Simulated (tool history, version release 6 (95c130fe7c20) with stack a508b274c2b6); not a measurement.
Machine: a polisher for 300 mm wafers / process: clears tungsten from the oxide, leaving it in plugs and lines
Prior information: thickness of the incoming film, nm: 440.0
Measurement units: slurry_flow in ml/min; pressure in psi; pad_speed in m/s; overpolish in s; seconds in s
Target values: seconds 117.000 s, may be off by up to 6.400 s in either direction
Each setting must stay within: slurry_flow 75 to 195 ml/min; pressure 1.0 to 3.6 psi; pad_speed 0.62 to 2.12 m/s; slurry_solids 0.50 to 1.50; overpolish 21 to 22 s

| run | hour | slurry_flow | pressure | pad_speed | slurry_solids | overpolish | seconds |
|---|---|---|---|---|---|---|---|
| 1 | 0.0 | 125 | 2.3 | 1.36 | 1.00 | 21 | 84.450 |
| 2 | 5.9 | 125 | 2.3 | 1.36 | 0.90 | 21 | 89.167 |
| 3 | 11.3 | 125 | 2.2 | 1.36 | 0.90 | 21 | 90.683 |
| 4 | 14.0 | 125 | 2.6 | 1.36 | 0.90 | 21 | 79.529 |
| 5 | 18.4 | 125 | 2.6 | 1.36 | 1.10 | 21 | 73.214 |
|  | 24.7 | head pressure recalibrated |
| 6 | 24.7 | 125 | 3.1 | 1.36 | 1.10 | 21 | 68.073 |
| 7 | 31.8 | 125 | 2.9 | 1.34 | 1.10 | 21 | 69.979 |
| 8 | 36.7 | 125 | 2.9 | 1.34 | 1.10 | 21 | 72.646 |
| 9 | 42.1 | 125 | 2.7 | 1.32 | 1.10 | 21 | 74.891 |
| 10 | 48.4 | 125 | 2.6 | 1.30 | 1.10 | 21 | 81.073 |
| 11 | 50.7 | 125 | 2.5 | 1.30 | 1.10 | 21 | 84.325 |
| 12 | 57.8 | 125 | 2.4 | 1.30 | 1.10 | 21 | 90.885 |
| 13 | 58.4 | 125 | 2.3 | 1.30 | 1.10 | 21 | 92.960 |
| 14 | 63.4 | 125 | 2.2 | 1.30 | 1.10 | 21 | 93.406 |
| 15 | 71.8 | 125 | 2.1 | 1.30 | 1.10 | 21 | 100.470 |

Which one of the following 5 next-run settings gets every result inside its allowed miss? There is exactly one.
| A | 80.2 | 125 | 2.2 | 1.48 | 1.05 | 22 | ? |
| B | 80.2 | 110 | 2.1 | 1.46 | 1.20 | 22 | ? |
| C | 80.2 | 135 | 2.1 | 1.56 | 1.20 | 22 | ? |
| D | 80.2 | 140 | 2.7 | 0.98 | 1.05 | 21 | ? |
| E | 80.2 | 95 | 2.6 | 0.80 | 1.15 | 21 | ? |

| move | seconds |
|---|---|
| A | 86.043 |
| B | 89.722 |
| C | 81.643 |
| D | 90.163 |
| E | 112.540 |
A: the biggest miss grows against the last run
B: the biggest miss grows against the last run
C: the biggest miss grows against the last run
D: the biggest miss grows against the last run
E: each result inside its tolerance
The right move is E.
